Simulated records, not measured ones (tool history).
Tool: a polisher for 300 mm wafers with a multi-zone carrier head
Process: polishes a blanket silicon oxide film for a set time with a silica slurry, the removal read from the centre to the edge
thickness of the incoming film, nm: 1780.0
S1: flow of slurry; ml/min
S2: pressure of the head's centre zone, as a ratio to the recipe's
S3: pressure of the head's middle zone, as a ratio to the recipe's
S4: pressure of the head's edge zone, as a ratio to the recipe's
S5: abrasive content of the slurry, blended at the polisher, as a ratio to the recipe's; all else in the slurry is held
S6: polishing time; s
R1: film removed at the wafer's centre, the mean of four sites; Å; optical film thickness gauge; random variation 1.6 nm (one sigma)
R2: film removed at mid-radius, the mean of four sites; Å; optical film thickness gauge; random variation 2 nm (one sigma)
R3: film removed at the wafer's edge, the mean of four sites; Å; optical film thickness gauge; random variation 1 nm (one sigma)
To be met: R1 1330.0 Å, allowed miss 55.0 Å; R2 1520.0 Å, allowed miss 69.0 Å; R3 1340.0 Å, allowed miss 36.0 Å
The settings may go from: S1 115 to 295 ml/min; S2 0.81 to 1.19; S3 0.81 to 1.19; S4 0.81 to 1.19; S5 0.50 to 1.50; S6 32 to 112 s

run  hour   S1    S2    S3    S4    S5  S6      R1      R2      R3
  1   0.0  190  1.00  1.00  1.00  1.00  72  1571.3  1515.6  1539.9
  2   8.6  190  1.05  1.00  1.00  1.00  72  1613.7  1560.2  1556.2
  3  11.9  170  1.05  1.00  1.00  1.00  72  1605.0  1500.6  1532.6
  4  14.3  170  1.05  1.00  1.00  1.10  72  1654.5  1602.7  1631.5
  5  22.8  170  1.05  1.00  1.03  1.10  72  1640.0  1598.7  1599.3
  6  28.6  170  1.05  1.00  0.95  1.10  72  1674.6  1561.7  1569.8
  7  31.8  165  0.99  1.06  0.93  1.05  72  1547.6  1652.5  1515.9
  8  38.6  160  0.96  1.07  0.91  1.00  72  1479.7  1575.3  1463.7
  9  41.6  145  0.87  1.17  0.83  0.90  71  1262.0  1577.1  1304.6

5 next moves are on the table. One of them brings every result within its allowed miss. Which?
  A  44.6  190  0.85  1.05  0.81  0.90  72   ?   ?   ?
  B  44.6  165  0.83  1.19  0.83  0.95  65   ?   ?   ?
  C  44.6  195  0.83  1.16  0.83  0.65  78   ?   ?   ?
  D  44.6  150  0.85  1.11  0.87  0.85  73   ?   ?   ?
  E  44.6  115  0.85  1.02  0.95  1.15  65   ?   ?   ?

move      R1      R2      R3
   A  1350.0  1530.3  1353.8
   B  1198.9  1539.3  1241.9
   C  1213.0  1518.4  1243.0
   D  1263.6  1509.4  1328.7
   E  1197.8  1344.6  1352.7
A: meets every target
B: further off than the last run
C: further off than the last run
D: as far off as the last run
E: further off than the last run
Answer: A

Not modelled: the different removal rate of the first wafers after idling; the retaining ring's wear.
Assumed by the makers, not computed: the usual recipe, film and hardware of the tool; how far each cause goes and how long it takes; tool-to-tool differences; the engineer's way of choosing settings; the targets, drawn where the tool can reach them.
